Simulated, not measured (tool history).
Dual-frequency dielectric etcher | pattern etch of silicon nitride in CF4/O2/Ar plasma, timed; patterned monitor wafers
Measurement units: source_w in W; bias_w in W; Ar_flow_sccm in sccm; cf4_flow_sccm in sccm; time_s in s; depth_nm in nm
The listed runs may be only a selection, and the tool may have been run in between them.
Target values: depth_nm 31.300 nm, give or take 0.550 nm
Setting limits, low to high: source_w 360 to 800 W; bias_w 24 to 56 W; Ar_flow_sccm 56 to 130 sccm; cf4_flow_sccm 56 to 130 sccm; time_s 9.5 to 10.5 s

Run 1, day 0.000: source_w 580 W, bias_w 40 W, Ar_flow_sccm 93 sccm, cf4_flow_sccm 93 sccm, time_s 10.5 s. Result: depth_nm 23.212 nm.
Run 2, day 0.179: source_w 580 W, bias_w 40 W, Ar_flow_sccm 101 sccm, cf4_flow_sccm 93 sccm, time_s 10.5 s. Result: depth_nm 22.887 nm.
Run 3, day 0.292: source_w 580 W, bias_w 40 W, Ar_flow_sccm 101 sccm, cf4_flow_sccm 93 sccm, time_s 10.5 s. Result: depth_nm 22.875 nm.
Run 4, day 0.542: source_w 580 W, bias_w 40 W, Ar_flow_sccm 91 sccm, cf4_flow_sccm 93 sccm, time_s 10.5 s. Result: depth_nm 23.242 nm.
Run 5, day 0.862: source_w 610 W, bias_w 40 W, Ar_flow_sccm 91 sccm, cf4_flow_sccm 93 sccm, time_s 10.5 s. Result: depth_nm 24.235 nm.
Run 6, day 0.950: source_w 630 W, bias_w 40 W, Ar_flow_sccm 91 sccm, cf4_flow_sccm 93 sccm, time_s 10.5 s. Result: depth_nm 25.268 nm.
Run 7, day 1.162: source_w 650 W, bias_w 40 W, Ar_flow_sccm 91 sccm, cf4_flow_sccm 93 sccm, time_s 10.5 s. Result: depth_nm 25.881 nm.
At day 1.521: wet clean of the chamber.
Run 8, day 1.521: source_w 760 W, bias_w 41 W, Ar_flow_sccm 91 sccm, cf4_flow_sccm 93 sccm, time_s 10.5 s. Result: depth_nm 28.880 nm.

Exercise: of the 4 proposed moves below, exactly one satisfies all targets within the stated allowed misses. Which move is it?
Run A, day 1.879: source_w 780 W, bias_w 43 W, Ar_flow_sccm 94 sccm, cf4_flow_sccm 85 sccm, time_s 9.5 s. Result: depth_nm ?.
Run B, day 1.879: source_w 790 W, bias_w 54 W, Ar_flow_sccm 90 sccm, cf4_flow_sccm 102 sccm, time_s 10.0 s. Result: depth_nm ?.
Run C, day 1.879: source_w 800 W, bias_w 44 W, Ar_flow_sccm 89 sccm, cf4_flow_sccm 100 sccm, time_s 10.0 s. Result: depth_nm ?.
Run D, day 1.879: source_w 750 W, bias_w 48 W, Ar_flow_sccm 93 sccm, cf4_flow_sccm 106 sccm, time_s 10.5 s. Result: depth_nm ?.

move  depth_nm
   A    26.670
   B    31.550
   C    29.927
   D    30.393
A: misses by more than the last run did
B: in spec on every target
C: better than the last run, though not everything is in spec
D: better than the last run, though not everything is in spec
Answer: B

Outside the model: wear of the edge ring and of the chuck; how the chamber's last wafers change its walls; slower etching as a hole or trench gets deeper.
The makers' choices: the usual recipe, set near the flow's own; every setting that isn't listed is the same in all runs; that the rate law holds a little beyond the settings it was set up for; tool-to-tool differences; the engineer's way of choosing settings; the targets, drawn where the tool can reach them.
